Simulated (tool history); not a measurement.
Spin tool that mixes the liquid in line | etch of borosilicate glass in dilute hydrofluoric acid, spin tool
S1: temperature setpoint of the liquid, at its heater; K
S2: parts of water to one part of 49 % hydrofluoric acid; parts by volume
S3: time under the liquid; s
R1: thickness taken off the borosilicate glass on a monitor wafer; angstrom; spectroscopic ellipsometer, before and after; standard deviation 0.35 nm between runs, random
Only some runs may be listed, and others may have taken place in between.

run,day,S1,S2,S3,R1
1,0.000,299.15,100,50,228.75
2,0.229,296.65,100,50,207.62
3,0.558,296.65,100,55,226.36
4,0.929,296.65,130,55,169.40
5,1.021,296.65,130,55,170.54
6,1.158,296.65,155,55,138.84
# day 1.529: hydrofluoric acid flow meter replaced
7,1.529,298.15,145,55,170.30

Estimate the outcome of run 8 from the log above:
8,1.625,299.15,140,55,?

Run 8 yielded R1 180.56 angstrom.
